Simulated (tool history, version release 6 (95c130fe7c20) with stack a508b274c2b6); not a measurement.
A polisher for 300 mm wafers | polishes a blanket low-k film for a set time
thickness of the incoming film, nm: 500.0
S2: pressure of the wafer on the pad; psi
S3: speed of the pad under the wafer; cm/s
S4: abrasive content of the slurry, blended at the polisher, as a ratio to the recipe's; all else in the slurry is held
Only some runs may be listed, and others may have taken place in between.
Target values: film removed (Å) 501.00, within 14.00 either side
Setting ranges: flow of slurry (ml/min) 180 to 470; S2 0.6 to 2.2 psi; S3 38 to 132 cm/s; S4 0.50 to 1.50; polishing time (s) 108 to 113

run 1 day=0.000 | flow_of_slurry_(ml/min)=300 S2=1.4 S3=84 S4=1.00 polishing_time_(s)=108 | film_removed_(Å)=292.76
run 2 day=0.262 | flow_of_slurry_(ml/min)=300 S2=1.4 S3=84 S4=0.90 polishing_time_(s)=108 | film_removed_(Å)=276.69
run 3 day=0.388 | flow_of_slurry_(ml/min)=300 S2=1.6 S3=84 S4=0.90 polishing_time_(s)=108 | film_removed_(Å)=318.89
run 4 day=0.575 | flow_of_slurry_(ml/min)=300 S2=1.5 S3=84 S4=0.90 polishing_time_(s)=108 | film_removed_(Å)=298.67
run 5 day=0.771 | flow_of_slurry_(ml/min)=300 S2=1.7 S3=84 S4=0.90 polishing_time_(s)=108 | film_removed_(Å)=341.17
run 6 day=0.933 | flow_of_slurry_(ml/min)=300 S2=1.7 S3=84 S4=0.90 polishing_time_(s)=108 | film_removed_(Å)=343.57
run 7 day=1.062 | flow_of_slurry_(ml/min)=300 S2=1.8 S3=84 S4=0.90 polishing_time_(s)=108 | film_removed_(Å)=357.20
run 8 day=1.175 | flow_of_slurry_(ml/min)=300 S2=1.9 S3=86 S4=0.90 polishing_time_(s)=108 | film_removed_(Å)=388.77
run 9 day=1.479 | flow_of_slurry_(ml/min)=300 S2=2.0 S3=88 S4=0.90 polishing_time_(s)=108 | film_removed_(Å)=412.13
run 10 day=1.621 | flow_of_slurry_(ml/min)=300 S2=2.0 S3=90 S4=0.90 polishing_time_(s)=108 | film_removed_(Å)=420.39
run 11 day=1.875 | flow_of_slurry_(ml/min)=300 S2=2.0 S3=92 S4=0.90 polishing_time_(s)=108 | film_removed_(Å)=426.46
run 12 day=2.200 | flow_of_slurry_(ml/min)=300 S2=2.0 S3=94 S4=0.90 polishing_time_(s)=108 | film_removed_(Å)=439.57
run 13 day=2.500 | flow_of_slurry_(ml/min)=305 S2=2.1 S3=94 S4=0.90 polishing_time_(s)=108 | film_removed_(Å)=458.85

Which of these 4 next moves meets every target?
run A day=2.800 | flow_of_slurry_(ml/min)=330 S2=2.1 S3=92 S4=0.90 polishing_time_(s)=109 | film_removed_(Å)=?
run B day=2.800 | flow_of_slurry_(ml/min)=335 S2=1.9 S3=106 S4=1.10 polishing_time_(s)=109 | film_removed_(Å)=?
run C day=2.800 | flow_of_slurry_(ml/min)=295 S2=1.8 S3=100 S4=0.80 polishing_time_(s)=113 | film_removed_(Å)=?
run D day=2.800 | flow_of_slurry_(ml/min)=215 S2=2.0 S3=96 S4=0.75 polishing_time_(s)=108 | film_removed_(Å)=?

move=A film_removed_(Å)=455.78
move=B film_removed_(Å)=504.82
move=C film_removed_(Å)=408.06
move=D film_removed_(Å)=394.31
A: misses by more than the last run did
B: hits every target within its allowed miss
C: misses by more than the last run did
D: misses by more than the last run did
The right move is B.
